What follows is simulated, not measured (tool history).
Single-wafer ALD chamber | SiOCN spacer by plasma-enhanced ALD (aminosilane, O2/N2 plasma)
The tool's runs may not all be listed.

run	hour	heater temperature setpoint (K)	number of ALD cycles (cycles)	mean film thickness on the monitor wafer (nm)
1	0.0	653.15	63	3.8677
2	2.8	653.15	72	4.4421
3	11.3	653.15	67	4.1620
4	19.1	653.15	63	3.8623
5	26.4	653.15	61	3.7581
6	29.6	663.15	61	3.7443
7	34.2	663.15	60	3.6931

The next listed run, before its measurement:
8	39.1	663.15	59	?

{"run 8": {"mean film thickness on the monitor wafer (nm)": 3.6262}}

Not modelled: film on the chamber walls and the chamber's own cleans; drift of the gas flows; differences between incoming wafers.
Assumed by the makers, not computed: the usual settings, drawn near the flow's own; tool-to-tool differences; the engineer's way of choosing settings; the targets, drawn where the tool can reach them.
